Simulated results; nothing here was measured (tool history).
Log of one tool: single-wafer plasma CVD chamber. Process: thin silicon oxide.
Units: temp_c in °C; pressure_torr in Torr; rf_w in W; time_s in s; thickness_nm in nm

| run | day | temp_c | pressure_torr | rf_w | time_s | thickness_nm |
|---|---|---|---|---|---|---|
| 1 | 0.000 | 385 | 0.950 | 265 | 5.32 | 10.380 |
| 2 | 0.096 | 385 | 0.950 | 290 | 5.32 | 10.783 |
| 3 | 0.362 | 385 | 1.094 | 290 | 5.32 | 12.080 |
| 4 | 0.446 | 385 | 1.099 | 290 | 5.32 | 12.064 |
| 5 | 0.512 | 385 | 1.099 | 290 | 5.08 | 11.519 |
| 6 | 0.596 | 385 | 1.119 | 290 | 5.08 | 11.665 |

The next listed run, before its measurement:
| 7 | 0.871 | 385 | 1.136 | 290 | 5.08 | ? |

thickness_nm: 11.896 nm
